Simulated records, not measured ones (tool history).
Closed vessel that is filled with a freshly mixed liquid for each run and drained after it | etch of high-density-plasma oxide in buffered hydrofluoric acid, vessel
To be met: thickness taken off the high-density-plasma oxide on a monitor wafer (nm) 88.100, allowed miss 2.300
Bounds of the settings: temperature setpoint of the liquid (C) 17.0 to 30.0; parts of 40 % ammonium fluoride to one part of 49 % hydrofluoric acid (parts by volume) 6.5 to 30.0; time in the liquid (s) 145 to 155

| run | day | temperature setpoint of the liquid (C) | parts of 40 % ammonium fluoride to one part of 49 % hydrofluoric acid (parts by volume) | time in the liquid (s) | thickness taken off the high-density-plasma oxide on a monitor wafer (nm) |
|---|---|---|---|---|---|
| 1 | 0.000 | 22.0 | 19.5 | 145 | 72.531 |
| 2 | 0.296 | 23.5 | 19.5 | 145 | 79.368 |
| 3 | 0.417 | 27.0 | 19.5 | 145 | 95.414 |
| 4 | 0.612 | 29.5 | 19.5 | 145 | 109.210 |
| 5 | 0.738 | 29.5 | 14.0 | 145 | 151.370 |
| 6 | 0.833 | 29.5 | 9.0 | 145 | 223.810 |
| 7 | 0.888 | 27.0 | 10.0 | 145 | 184.060 |
| 8 | 1.088 | 25.0 | 11.0 | 145 | 151.180 |
| 9 | 1.162 | 23.5 | 11.5 | 145 | 133.960 |
| 10 | 1.317 | 19.5 | 12.5 | 145 | 99.069 |
| 11 | 1.454 | 19.0 | 12.5 | 145 | 96.275 |
| 12 | 1.554 | 18.5 | 12.5 | 145 | 93.122 |

Which of these 4 next moves meets every target?
| A | 1.654 | 17.0 | 11.0 | 145 | ? |
| B | 1.654 | 18.0 | 11.0 | 145 | ? |
| C | 1.654 | 17.0 | 12.0 | 145 | ? |
| D | 1.654 | 18.5 | 13.5 | 155 | ? |

| move | thickness taken off the high-density-plasma oxide on a monitor wafer (nm) |
|---|---|
| A | 97.380 |
| B | 103.090 |
| C | 89.440 |
| D | 92.770 |
A: further off than the last run
B: further off than the last run
C: meets every target
D: nearer than the last run, and not there yet
Move C is the one to make.
